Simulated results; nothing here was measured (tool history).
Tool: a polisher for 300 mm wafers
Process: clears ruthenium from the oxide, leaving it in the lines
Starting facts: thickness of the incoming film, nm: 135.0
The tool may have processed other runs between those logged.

| run | hour | flow of slurry (ml/min) | pressure of the wafer on the pad (psi) | speed of the pad under the wafer (cm/s) | overpolish time after the end point (s) | time until the end point was called (s) |
|---|---|---|---|---|---|---|
| 1 | 0.0 | 190 | 2.1 | 82 | 5 | 137.69 |
| 2 | 0.9 | 190 | 1.9 | 82 | 5 | 145.20 |
| 3 | 5.5 | 190 | 1.7 | 80 | 5 | 166.14 |
| 4 | 7.0 | 190 | 1.7 | 70 | 5 | 179.85 |
| 5 | 10.0 | 190 | 1.7 | 70 | 5 | 178.69 |
| 6 | 15.2 | 215 | 1.7 | 70 | 5 | 176.09 |

Run 7 is up next; what results do you expect?
| 7 | 15.9 | 215 | 1.6 | 70 | 5 | ? |

{"run 7": {"time until the end point was called (s)": 182.73}}
